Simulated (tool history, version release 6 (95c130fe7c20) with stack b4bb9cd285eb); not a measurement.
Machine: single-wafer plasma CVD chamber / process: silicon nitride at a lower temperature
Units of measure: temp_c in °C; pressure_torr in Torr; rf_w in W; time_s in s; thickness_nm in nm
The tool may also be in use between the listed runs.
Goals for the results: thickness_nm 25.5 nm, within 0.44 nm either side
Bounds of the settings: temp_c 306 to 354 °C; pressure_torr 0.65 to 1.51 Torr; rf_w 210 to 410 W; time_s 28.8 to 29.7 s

run    day  temp_c  pressure_torr  rf_w  time_s  thickness_nm
  1      0     330           1.08   310    28.8        31.571
  2  0.038     330           1.16   310    28.8        31.773
  3  0.071     330           1.16   310    29.7        33.263
  4  0.383     330           1.05   285    29.6        30.742
  5  0.562     330           1.05   285    28.8        29.964
  6  0.662     330           1.05   320    28.8        32.173
  7    0.8     330           0.98   295    28.8        29.947
  8    1.1     330            0.9   280    28.8        28.315
  9  1.138     330           0.84   275    28.8        27.426
 10  1.354     330           0.79   270    28.8        26.942
 11  1.492     330           0.76   265    28.8        26.396
 12  1.762     330           0.73   265    28.8        26.138
 13    1.8     330           0.73   265    28.8        26.094

Pick the move, out of 5, that brings all results within their allowed miss; only one does.
  A  1.838     333           0.76   255    29.7             ?
  B  1.838     328           0.71   260    28.8             ?
  C  1.838     341           0.69   290    29.3             ?
  D  1.838     323           0.77   250    29.4             ?
  E  1.838     331           0.69   280    29.1             ?

move  thickness_nm
   A        26.429
   B        25.455
   C        27.094
   D        26.063
   E        26.498
A: moves away from the targets compared with the last run
B: each result inside its tolerance
C: moves away from the targets compared with the last run
D: closer than the last run, but not yet in spec
E: moves away from the targets compared with the last run
B is the move that brings every result within its allowed miss.
